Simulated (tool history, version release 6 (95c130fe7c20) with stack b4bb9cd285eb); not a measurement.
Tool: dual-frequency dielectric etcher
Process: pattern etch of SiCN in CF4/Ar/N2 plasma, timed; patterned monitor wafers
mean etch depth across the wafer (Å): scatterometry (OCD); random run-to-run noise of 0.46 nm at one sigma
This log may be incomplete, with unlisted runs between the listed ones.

run  hour  source power (W)  bias power (W)  Ar flow (sccm)  CF4 flow (sccm)  etch time (s)  mean etch depth across the wafer (Å)
  1   0.0               400              78             108               48          143.5                                1109.1
  2   5.4               400              78             108               39          143.5                                1085.2
  3   8.4               450              78             108               39          143.5                                1203.8
  4  11.0               450              71             108               39          143.5                                1143.6
  5  13.1               470              71             108               39          143.5                                1191.2
  6  20.9               470              71             100               39          143.5                                1198.7

Estimate the outcome of run 7 from the log above:
  7  28.0               480              71             100               39          143.5                                     ?

Logged for run 7: mean etch depth across the wafer (Å) 1227.6.

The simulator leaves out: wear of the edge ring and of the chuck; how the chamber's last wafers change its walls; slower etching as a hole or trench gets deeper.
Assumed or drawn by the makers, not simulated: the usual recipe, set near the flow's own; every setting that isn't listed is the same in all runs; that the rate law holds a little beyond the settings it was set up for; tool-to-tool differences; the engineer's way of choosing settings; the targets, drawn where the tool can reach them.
